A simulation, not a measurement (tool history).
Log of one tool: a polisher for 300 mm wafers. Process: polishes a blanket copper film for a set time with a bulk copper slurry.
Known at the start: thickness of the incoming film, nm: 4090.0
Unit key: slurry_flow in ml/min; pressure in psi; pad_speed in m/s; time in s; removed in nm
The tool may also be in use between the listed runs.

run	hour	slurry_flow	pressure	pad_speed	slurry_solids	time	removed
1	0.0	120	3.4	1.40	1.0	50	602.35
2	6.0	120	3.0	1.38	1.0	50	524.81
3	6.9	95	3.0	1.38	1.0	50	511.09
4	9.2	95	3.0	1.38	0.9	50	491.41
5	12.0	95	2.7	1.38	0.9	50	437.70
6	18.3	95	2.5	1.38	0.9	50	411.93
7	21.5	95	2.3	1.38	0.9	50	387.20
8	24.6	95	2.2	1.38	0.9	50	370.51

Predict the results of run 9:
9	31.4	90	1.7	1.36	0.9	50	?

{"run 9": {"removed": 279.01}}
